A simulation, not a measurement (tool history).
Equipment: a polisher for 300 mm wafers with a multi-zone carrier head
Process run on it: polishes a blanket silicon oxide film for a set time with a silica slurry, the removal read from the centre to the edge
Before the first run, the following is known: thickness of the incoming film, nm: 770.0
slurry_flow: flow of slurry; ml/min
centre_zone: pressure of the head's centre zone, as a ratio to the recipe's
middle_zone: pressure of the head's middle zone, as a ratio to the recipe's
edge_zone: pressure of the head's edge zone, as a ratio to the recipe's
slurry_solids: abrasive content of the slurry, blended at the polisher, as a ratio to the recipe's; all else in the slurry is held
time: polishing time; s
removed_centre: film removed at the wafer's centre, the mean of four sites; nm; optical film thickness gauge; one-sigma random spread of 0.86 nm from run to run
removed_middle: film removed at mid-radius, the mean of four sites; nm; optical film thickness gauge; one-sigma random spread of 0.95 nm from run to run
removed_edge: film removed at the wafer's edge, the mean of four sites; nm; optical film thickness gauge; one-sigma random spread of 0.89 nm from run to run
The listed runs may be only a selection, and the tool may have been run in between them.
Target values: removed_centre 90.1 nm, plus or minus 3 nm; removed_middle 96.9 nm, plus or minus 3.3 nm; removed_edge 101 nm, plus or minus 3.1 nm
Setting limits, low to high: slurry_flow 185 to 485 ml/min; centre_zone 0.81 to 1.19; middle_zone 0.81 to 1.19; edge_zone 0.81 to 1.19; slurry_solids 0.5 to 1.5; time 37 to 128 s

| run | hour | slurry_flow | centre_zone | middle_zone | edge_zone | slurry_solids | time | removed_centre | removed_middle | removed_edge |
|---|---|---|---|---|---|---|---|---|---|---|
| 1 | 0 | 310 | 1 | 1 | 1 | 1 | 82 | 173.66 | 170.07 | 171.46 |
| 2 | 1.1 | 310 | 1 | 1 | 1 | 1 | 102 | 217.19 | 217.56 | 210.65 |
| 3 | 2.8 | 310 | 1 | 1 | 1 | 1 | 111 | 237.59 | 236.08 | 229.29 |
| 4 | 8.3 | 310 | 1 | 1 | 1 | 1.1 | 111 | 245.98 | 245.36 | 236.84 |
| 5 | 16.1 | 300 | 0.96 | 0.98 | 0.97 | 0.95 | 97 | 192.37 | 198.35 | 193.45 |
| 6 | 18.3 | 230 | 0.96 | 0.98 | 0.97 | 0.95 | 97 | 186.05 | 194.57 | 188.03 |
| 7 | 27.1 | 225 | 0.94 | 0.96 | 0.95 | 0.85 | 87 | 157.42 | 159.27 | 159.43 |
| 8 | 31.6 | 220 | 0.91 | 0.96 | 0.94 | 0.75 | 81 | 136.51 | 144 | 141.76 |
| 9 | 32.3 | 215 | 0.89 | 0.94 | 0.94 | 0.7 | 76 | 118.84 | 123.93 | 127.62 |
| 10 | 41.1 | 210 | 0.87 | 0.93 | 0.93 | 0.65 | 74 | 109.25 | 115.78 | 115.94 |
| 11 | 48.1 | 210 | 0.86 | 0.92 | 0.94 | 0.6 | 74 | 104.27 | 112.09 | 114.89 |
| 12 | 50.7 | 210 | 0.85 | 0.91 | 0.93 | 0.6 | 73 | 101.49 | 109.41 | 109.94 |
| 13 | 54.2 | 210 | 0.84 | 0.89 | 0.93 | 0.6 | 73 | 98.393 | 105.63 | 113.41 |
| 14 | 55.9 | 210 | 0.84 | 0.88 | 0.91 | 0.6 | 73 | 100.36 | 105.34 | 110.89 |
| 15 | 62.7 | 210 | 0.83 | 0.88 | 0.91 | 0.6 | 73 | 98.564 | 105.42 | 111.88 |
| 16 | 66.5 | 210 | 0.83 | 0.88 | 0.9 | 0.6 | 73 | 100.35 | 105.82 | 109.22 |
| 17 | 68 | 210 | 0.82 | 0.87 | 0.9 | 0.55 | 72 | 91.308 | 100.54 | 104.95 |

4 next moves are on the table. One of them brings every result within its allowed miss. Which?
| A | 69.5 | 190 | 0.81 | 0.84 | 0.98 | 0.7 | 66 | ? | ? | ? |
| B | 69.5 | 195 | 0.81 | 0.9 | 0.95 | 0.6 | 71 | ? | ? | ? |
| C | 69.5 | 190 | 0.81 | 0.86 | 0.86 | 0.7 | 64 | ? | ? | ? |
| D | 69.5 | 190 | 0.83 | 0.91 | 0.89 | 0.65 | 68 | ? | ? | ? |

| move | removed_centre | removed_middle | removed_edge |
|---|---|---|---|
| A | 92.704 | 97.898 | 110.94 |
| B | 92.633 | 103.48 | 108.98 |
| C | 89.908 | 96.801 | 101.24 |
| D | 94.088 | 103.87 | 105.23 |
A: its largest miss is bigger than the last run's
B: its largest miss is bigger than the last run's
C: meets every target
D: its largest miss is bigger than the last run's
Move C is the one to make.

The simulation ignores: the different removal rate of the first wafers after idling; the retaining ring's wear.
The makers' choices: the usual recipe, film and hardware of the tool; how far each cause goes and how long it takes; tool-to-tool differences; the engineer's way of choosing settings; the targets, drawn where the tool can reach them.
